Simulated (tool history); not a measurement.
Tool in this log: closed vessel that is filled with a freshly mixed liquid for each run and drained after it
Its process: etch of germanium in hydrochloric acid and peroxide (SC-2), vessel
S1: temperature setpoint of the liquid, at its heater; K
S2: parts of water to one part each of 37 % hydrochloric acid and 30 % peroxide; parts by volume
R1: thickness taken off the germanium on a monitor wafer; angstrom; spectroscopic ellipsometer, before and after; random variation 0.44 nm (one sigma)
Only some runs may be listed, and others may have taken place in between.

run 1 day=0 | S1=337.15 S2=7.5 time_in_the_liquid_(s)=30 | R1=651.72
run 2 day=0.108 | S1=337.15 S2=7.5 time_in_the_liquid_(s)=30 | R1=652.08
run 3 day=0.425 | S1=337.15 S2=5 time_in_the_liquid_(s)=30 | R1=672.09
run 4 day=0.704 | S1=338.65 S2=5 time_in_the_liquid_(s)=30 | R1=692.11
-- day=0.762 chemicals flow meter replaced
run 5 day=0.762 | S1=340.15 S2=5 time_in_the_liquid_(s)=30 | R1=719.99
run 6 day=1.117 | S1=341.15 S2=5 time_in_the_liquid_(s)=30 | R1=741.08

Forecast run 7:
run 7 day=1.483 | S1=341.65 S2=5 time_in_the_liquid_(s)=30 | R1=?

{"run 7": {"R1": 758.88}}
